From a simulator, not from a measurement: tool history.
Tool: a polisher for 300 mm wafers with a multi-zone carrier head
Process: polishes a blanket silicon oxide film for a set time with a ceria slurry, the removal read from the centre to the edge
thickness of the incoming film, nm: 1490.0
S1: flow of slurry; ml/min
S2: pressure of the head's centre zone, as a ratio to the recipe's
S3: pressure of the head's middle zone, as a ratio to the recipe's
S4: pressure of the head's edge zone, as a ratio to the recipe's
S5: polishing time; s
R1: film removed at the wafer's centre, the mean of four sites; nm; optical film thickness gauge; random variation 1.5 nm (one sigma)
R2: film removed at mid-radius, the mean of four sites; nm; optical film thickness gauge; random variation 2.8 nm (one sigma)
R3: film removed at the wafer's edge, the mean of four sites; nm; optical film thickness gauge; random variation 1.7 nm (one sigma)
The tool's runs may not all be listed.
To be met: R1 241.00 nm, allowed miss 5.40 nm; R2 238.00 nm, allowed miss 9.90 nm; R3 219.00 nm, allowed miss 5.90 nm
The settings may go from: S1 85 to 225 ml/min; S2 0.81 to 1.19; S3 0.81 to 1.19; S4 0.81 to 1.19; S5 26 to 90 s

Run 1, hour 0.0: S1 145 ml/min, S2 1.00, S3 1.00, S4 1.00, S5 58 s. Result: R1 282.41 nm, R2 279.03 nm, R3 280.46 nm.
Run 2, hour 7.1: S1 135 ml/min, S2 1.00, S3 1.00, S4 0.94, S5 55 s. Result: R1 257.99 nm, R2 256.53 nm, R3 253.12 nm.
Run 3, hour 14.8: S1 125 ml/min, S2 1.02, S3 1.01, S4 0.90, S5 54 s. Result: R1 253.96 nm, R2 247.89 nm, R3 242.28 nm.
Run 4, hour 17.9: S1 120 ml/min, S2 1.03, S3 1.03, S4 0.87, S5 53 s. Result: R1 253.91 nm, R2 248.79 nm, R3 229.83 nm.
Run 5, hour 19.3: S1 120 ml/min, S2 1.10, S3 1.03, S4 0.87, S5 53 s. Result: R1 270.23 nm, R2 247.74 nm, R3 231.03 nm.
Run 6, hour 27.2: S1 120 ml/min, S2 1.10, S3 1.03, S4 0.87, S5 67 s. Result: R1 334.91 nm, R2 316.55 nm, R3 292.67 nm.
Run 7, hour 34.8: S1 120 ml/min, S2 1.07, S3 1.03, S4 0.86, S5 61 s. Result: R1 298.80 nm, R2 288.03 nm, R3 263.65 nm.
Run 8, hour 40.0: S1 115 ml/min, S2 1.05, S3 1.02, S4 0.85, S5 58 s. Result: R1 277.51 nm, R2 264.73 nm, R3 249.85 nm.
Run 9, hour 43.7: S1 110 ml/min, S2 1.04, S3 1.03, S4 0.84, S5 56 s. Result: R1 264.50 nm, R2 258.04 nm, R3 239.57 nm.
Run 10, hour 49.4: S1 110 ml/min, S2 1.03, S3 1.03, S4 0.83, S5 54 s. Result: R1 251.05 nm, R2 247.19 nm, R3 227.67 nm.
Run 11, hour 57.7: S1 105 ml/min, S2 1.03, S3 1.03, S4 0.82, S5 54 s. Result: R1 246.36 nm, R2 248.48 nm, R3 225.48 nm.

4 next moves are on the table. One of them brings every result within its allowed miss. Which?
Run A, hour 66.0: S1 85 ml/min, S2 1.04, S3 1.03, S4 0.81, S5 55 s. Result: R1 ?, R2 ?, R3 ?.
Run B, hour 66.0: S1 120 ml/min, S2 1.04, S3 0.98, S4 0.81, S5 53 s. Result: R1 ?, R2 ?, R3 ?.
Run C, hour 66.0: S1 125 ml/min, S2 0.99, S3 1.14, S4 0.81, S5 52 s. Result: R1 ?, R2 ?, R3 ?.
Run D, hour 66.0: S1 185 ml/min, S2 1.07, S3 1.08, S4 0.81, S5 48 s. Result: R1 ?, R2 ?, R3 ?.

move      R1      R2      R3
   A  243.14  238.91  220.35
   B  255.74  238.21  223.83
   C  241.21  268.02  220.37
   D  259.27  252.11  213.42
A: meets every target
B: brings the result that was furthest off to its target, and leaves another outside
C: brings the result that was furthest off to its target, and leaves another outside
D: brings the result that was furthest off to its target, and leaves another outside
Answer: A

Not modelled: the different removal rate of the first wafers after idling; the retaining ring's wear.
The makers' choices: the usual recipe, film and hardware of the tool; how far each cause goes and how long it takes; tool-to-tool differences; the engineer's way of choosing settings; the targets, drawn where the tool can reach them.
